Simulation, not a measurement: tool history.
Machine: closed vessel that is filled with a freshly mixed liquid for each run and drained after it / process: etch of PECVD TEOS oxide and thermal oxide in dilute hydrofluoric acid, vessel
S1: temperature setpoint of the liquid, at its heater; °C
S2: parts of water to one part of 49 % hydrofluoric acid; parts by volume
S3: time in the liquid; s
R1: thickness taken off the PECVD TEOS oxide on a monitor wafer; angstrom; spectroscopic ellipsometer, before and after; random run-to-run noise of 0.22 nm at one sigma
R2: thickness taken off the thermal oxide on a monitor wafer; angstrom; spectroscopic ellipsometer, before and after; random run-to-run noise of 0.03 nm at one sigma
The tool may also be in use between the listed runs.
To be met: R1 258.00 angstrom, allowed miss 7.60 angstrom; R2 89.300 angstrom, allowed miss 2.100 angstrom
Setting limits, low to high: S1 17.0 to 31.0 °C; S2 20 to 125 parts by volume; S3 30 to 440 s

| run | day | S1 | S2 | S3 | R1 | R2 |
|---|---|---|---|---|---|---|
| 1 | 0.000 | 23.0 | 70 | 225 | 396.55 | 136.830 |
| 2 | 0.150 | 22.0 | 70 | 225 | 379.36 | 131.860 |
| 3 | 0.246 | 21.5 | 70 | 225 | 369.41 | 128.130 |
| 4 | 0.271 | 20.5 | 70 | 225 | 354.62 | 123.580 |
| 5 | 0.575 | 20.5 | 50 | 225 | 515.82 | 177.750 |
| 6 | 0.742 | 20.5 | 30 | 225 | 877.14 | 301.580 |
| 7 | 1.042 | 20.0 | 35 | 225 | 733.75 | 252.630 |
| 8 | 1.208 | 19.5 | 40 | 225 | 620.07 | 215.740 |
| 9 | 1.396 | 19.0 | 45 | 225 | 538.58 | 185.930 |
|  | 1.608 | thermometer replaced |
| 10 | 1.608 | 18.5 | 50 | 225 | 438.17 | 153.370 |
| 11 | 1.654 | 18.5 | 55 | 225 | 400.64 | 139.080 |
| 12 | 1.971 | 17.5 | 65 | 225 | 321.94 | 111.770 |

Which one of the following 4 next-run settings gets every result inside its allowed miss? There is exactly one.
| A | 2.288 | 20.0 | 60 | 150 | ? | ? |
| B | 2.288 | 18.0 | 75 | 190 | ? | ? |
| C | 2.288 | 17.5 | 45 | 195 | ? | ? |
| D | 2.288 | 17.0 | 95 | 440 | ? | ? |

| move | R1 | R2 |
|---|---|---|
| A | 260.17 | 89.787 |
| B | 238.12 | 82.176 |
| C | 412.30 | 142.290 |
| D | 408.39 | 140.940 |
A: in spec on every target
B: takes the result that was furthest off past its target
C: its largest miss is bigger than the last run's
D: its largest miss is bigger than the last run's
Move A is the one to make.
